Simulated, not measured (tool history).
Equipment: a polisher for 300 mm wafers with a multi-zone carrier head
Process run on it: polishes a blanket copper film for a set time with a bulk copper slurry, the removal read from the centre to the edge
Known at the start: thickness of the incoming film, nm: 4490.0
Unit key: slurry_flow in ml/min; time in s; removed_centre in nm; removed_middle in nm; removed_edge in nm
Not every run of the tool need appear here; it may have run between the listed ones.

run 1 hour=0.0 | slurry_flow=155 centre_zone=1.00 middle_zone=1.00 edge_zone=1.00 slurry_solids=1.00 time=58 | removed_centre=568.12 removed_middle=577.52 removed_edge=597.98
run 2 hour=4.8 | slurry_flow=185 centre_zone=1.00 middle_zone=1.00 edge_zone=1.00 slurry_solids=1.00 time=58 | removed_centre=594.99 removed_middle=590.16 removed_edge=601.75
run 3 hour=13.4 | slurry_flow=185 centre_zone=1.00 middle_zone=1.00 edge_zone=1.00 slurry_solids=0.80 time=58 | removed_centre=556.82 removed_middle=559.98 removed_edge=580.78
run 4 hour=21.7 | slurry_flow=185 centre_zone=1.00 middle_zone=1.00 edge_zone=1.07 slurry_solids=0.80 time=58 | removed_centre=567.11 removed_middle=569.60 removed_edge=579.28
run 5 hour=28.6 | slurry_flow=185 centre_zone=1.00 middle_zone=1.00 edge_zone=1.07 slurry_solids=0.80 time=48 | removed_centre=463.88 removed_middle=470.84 removed_edge=477.58
run 6 hour=34.5 | slurry_flow=185 centre_zone=1.00 middle_zone=1.00 edge_zone=1.07 slurry_solids=0.60 time=48 | removed_centre=445.87 removed_middle=444.43 removed_edge=459.48
run 7 hour=39.6 | slurry_flow=160 centre_zone=0.96 middle_zone=0.97 edge_zone=1.07 slurry_solids=0.85 time=53 | removed_centre=489.73 removed_middle=491.62 removed_edge=530.09
run 8 hour=45.7 | slurry_flow=160 centre_zone=0.96 middle_zone=0.97 edge_zone=1.07 slurry_solids=0.85 time=53 | removed_centre=489.96 removed_middle=507.13 removed_edge=547.42
run 9 hour=51.6 | slurry_flow=150 centre_zone=0.94 middle_zone=0.96 edge_zone=1.07 slurry_solids=1.00 time=55 | removed_centre=500.59 removed_middle=525.76 removed_edge=555.09

The next listed run, before its measurement:
run 10 hour=57.7 | slurry_flow=195 centre_zone=0.85 middle_zone=0.93 edge_zone=1.17 slurry_solids=0.90 time=67 | removed_centre=? removed_middle=? removed_edge=?

{"run 10": {"removed_centre": 563.58, "removed_middle": 647.02, "removed_edge": 740.76}}

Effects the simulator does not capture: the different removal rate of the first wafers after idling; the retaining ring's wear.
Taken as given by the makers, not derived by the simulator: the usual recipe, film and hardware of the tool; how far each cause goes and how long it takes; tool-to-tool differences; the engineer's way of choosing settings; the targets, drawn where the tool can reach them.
